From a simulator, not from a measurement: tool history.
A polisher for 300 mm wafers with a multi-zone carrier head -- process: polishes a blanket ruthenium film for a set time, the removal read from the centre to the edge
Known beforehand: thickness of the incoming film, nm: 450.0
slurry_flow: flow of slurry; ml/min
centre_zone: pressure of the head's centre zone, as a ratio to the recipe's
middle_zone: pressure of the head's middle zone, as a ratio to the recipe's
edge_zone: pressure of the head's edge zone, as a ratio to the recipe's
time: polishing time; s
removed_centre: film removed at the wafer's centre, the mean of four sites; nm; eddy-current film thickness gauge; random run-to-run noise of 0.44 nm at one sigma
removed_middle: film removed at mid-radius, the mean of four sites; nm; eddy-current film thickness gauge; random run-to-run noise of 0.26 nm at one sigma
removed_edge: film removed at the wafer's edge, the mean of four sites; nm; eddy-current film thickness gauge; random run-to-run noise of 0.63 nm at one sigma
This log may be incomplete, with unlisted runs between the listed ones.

{"run": 1, "hour": 0.0, "slurry_flow": 165, "centre_zone": 1.0, "middle_zone": 1.0, "edge_zone": 1.0, "time": 41, "removed_centre": 45.453, "removed_middle": 44.164, "removed_edge": 46.069}
{"run": 2, "hour": 6.8, "slurry_flow": 195, "centre_zone": 1.0, "middle_zone": 1.0, "edge_zone": 1.0, "time": 41, "removed_centre": 46.322, "removed_middle": 45.754, "removed_edge": 47.121}
{"run": 3, "hour": 15.5, "slurry_flow": 195, "centre_zone": 1.0, "middle_zone": 1.0, "edge_zone": 1.0, "time": 48, "removed_centre": 55.222, "removed_middle": 53.531, "removed_edge": 52.236}
{"run": 4, "hour": 17.8, "slurry_flow": 195, "centre_zone": 1.08, "middle_zone": 1.0, "edge_zone": 1.0, "time": 48, "removed_centre": 57.934, "removed_middle": 53.092, "removed_edge": 55.198}
{"hour": 26.1, "done": "worn pad replaced by a new one"}
{"run": 5, "hour": 26.1, "slurry_flow": 180, "centre_zone": 1.02, "middle_zone": 0.95, "edge_zone": 1.01, "time": 46, "removed_centre": 58.227, "removed_middle": 53.573, "removed_edge": 57.639}
{"run": 6, "hour": 34.2, "slurry_flow": 180, "centre_zone": 1.02, "middle_zone": 0.95, "edge_zone": 1.01, "time": 56, "removed_centre": 69.795, "removed_middle": 65.561, "removed_edge": 69.314}
{"run": 7, "hour": 39.7, "slurry_flow": 160, "centre_zone": 1.02, "middle_zone": 0.96, "edge_zone": 1.02, "time": 49, "removed_centre": 60.373, "removed_middle": 56.545, "removed_edge": 62.232}
{"run": 8, "hour": 40.4, "slurry_flow": 145, "centre_zone": 1.02, "middle_zone": 0.96, "edge_zone": 1.0, "time": 44, "removed_centre": 53.269, "removed_middle": 49.453, "removed_edge": 52.662}
{"run": 9, "hour": 43.2, "slurry_flow": 145, "centre_zone": 1.04, "middle_zone": 0.99, "edge_zone": 1.04, "time": 41, "removed_centre": 50.824, "removed_middle": 48.274, "removed_edge": 51.484}

Run 10 comes next. What will it give?
{"run": 10, "hour": 46.7, "slurry_flow": 110, "centre_zone": 0.94, "middle_zone": 0.89, "edge_zone": 0.94, "time": 39, "removed_centre": "?", "removed_middle": "?", "removed_edge": "?"}

{"run 10": {"removed_centre": 41.271, "removed_middle": 38.941, "removed_edge": 44.673}}
